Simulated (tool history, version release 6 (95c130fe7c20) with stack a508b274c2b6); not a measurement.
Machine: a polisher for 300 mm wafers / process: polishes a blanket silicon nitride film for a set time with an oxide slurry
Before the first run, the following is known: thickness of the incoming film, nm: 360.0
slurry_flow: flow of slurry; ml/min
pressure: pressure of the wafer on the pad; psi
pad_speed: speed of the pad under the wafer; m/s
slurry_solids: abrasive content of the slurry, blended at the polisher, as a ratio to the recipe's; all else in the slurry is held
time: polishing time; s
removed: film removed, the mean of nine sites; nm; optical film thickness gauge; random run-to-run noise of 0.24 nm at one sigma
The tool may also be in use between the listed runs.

Run 1, hour 0.0: slurry_flow 140 ml/min, pressure 3.9 psi, pad_speed 1.30 m/s, slurry_solids 1.0, time 53 s. Result: removed 44.993 nm.
Run 2, hour 6.5: slurry_flow 135 ml/min, pressure 3.7 psi, pad_speed 1.30 m/s, slurry_solids 1.0, time 53 s. Result: removed 42.940 nm.
Run 3, hour 8.3: slurry_flow 135 ml/min, pressure 3.7 psi, pad_speed 1.46 m/s, slurry_solids 1.0, time 53 s. Result: removed 47.107 nm.
Run 4, hour 16.0: slurry_flow 135 ml/min, pressure 3.7 psi, pad_speed 1.46 m/s, slurry_solids 0.9, time 53 s. Result: removed 44.182 nm.
Run 5, hour 17.0: slurry_flow 130 ml/min, pressure 3.5 psi, pad_speed 1.46 m/s, slurry_solids 0.9, time 53 s. Result: removed 41.254 nm.
Run 6, hour 18.1: slurry_flow 125 ml/min, pressure 3.4 psi, pad_speed 1.46 m/s, slurry_solids 0.9, time 53 s. Result: removed 39.995 nm.

Run 7 is up next; what results do you expect?
Run 7, hour 22.4: slurry_flow 120 ml/min, pressure 3.3 psi, pad_speed 1.46 m/s, slurry_solids 0.9, time 53 s. Result: removed ?.

{"run 7": {"removed": 38.615}}
